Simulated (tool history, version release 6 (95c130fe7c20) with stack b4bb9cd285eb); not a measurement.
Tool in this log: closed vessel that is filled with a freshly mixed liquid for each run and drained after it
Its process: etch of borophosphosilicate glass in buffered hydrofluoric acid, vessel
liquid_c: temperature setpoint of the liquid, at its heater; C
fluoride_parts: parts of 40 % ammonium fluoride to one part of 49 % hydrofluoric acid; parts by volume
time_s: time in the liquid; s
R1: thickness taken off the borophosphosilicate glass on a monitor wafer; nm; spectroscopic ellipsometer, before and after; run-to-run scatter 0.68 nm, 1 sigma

run 1 hour=0.0 | liquid_c=20.0 fluoride_parts=23.0 time_s=90 | R1=44.277
run 2 hour=6.8 | liquid_c=21.5 fluoride_parts=22.5 time_s=90 | R1=49.033
run 3 hour=9.8 | liquid_c=23.0 fluoride_parts=22.0 time_s=90 | R1=53.722
run 4 hour=16.1 | liquid_c=23.0 fluoride_parts=25.5 time_s=90 | R1=48.073
run 5 hour=23.5 | liquid_c=24.0 fluoride_parts=24.0 time_s=90 | R1=54.602
run 6 hour=26.9 | liquid_c=24.0 fluoride_parts=24.0 time_s=95 | R1=57.262

Predict the results of run 7:
run 7 hour=34.8 | liquid_c=25.0 fluoride_parts=23.5 time_s=95 | R1=?

R1: 60.550 nm

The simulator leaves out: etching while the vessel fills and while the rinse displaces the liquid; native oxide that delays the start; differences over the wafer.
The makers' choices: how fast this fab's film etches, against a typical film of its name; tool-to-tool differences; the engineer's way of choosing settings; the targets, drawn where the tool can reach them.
